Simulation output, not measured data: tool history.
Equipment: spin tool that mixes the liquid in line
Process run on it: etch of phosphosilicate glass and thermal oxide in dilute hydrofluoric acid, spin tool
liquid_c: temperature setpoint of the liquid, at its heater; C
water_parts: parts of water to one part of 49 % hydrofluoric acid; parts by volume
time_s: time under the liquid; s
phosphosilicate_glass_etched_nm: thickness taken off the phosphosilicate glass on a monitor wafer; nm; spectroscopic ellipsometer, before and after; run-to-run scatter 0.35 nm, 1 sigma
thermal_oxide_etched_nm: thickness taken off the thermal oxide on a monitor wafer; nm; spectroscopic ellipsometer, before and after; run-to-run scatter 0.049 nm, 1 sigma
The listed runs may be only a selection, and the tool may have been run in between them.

run  hour  liquid_c  water_parts  time_s  phosphosilicate_glass_etched_nm  thermal_oxide_etched_nm
  1   0.0      25.0          265      65                           41.403                  0.99899
  2   7.1      26.5          250      65                           47.539                  1.11600
  3  14.7      26.5          155      65                           84.360                  1.96040
  4  23.6      26.0          155      65                           83.328                  1.98700
  5  27.7      26.0          155      50                           63.795                  1.51810
  6  33.0      27.0          155      50                           66.575                  1.56950
  7  36.2      27.5          155      50                           67.672                  1.53450
  8  39.8      27.5          150      50                           70.145                  1.63070

Run 9, settings as shown, results not yet in. Your forecast:
  9  48.5      28.0          150      50                                ?                        ?

{"run 9": {"phosphosilicate_glass_etched_nm": 71.493, "thermal_oxide_etched_nm": 1.6709}}
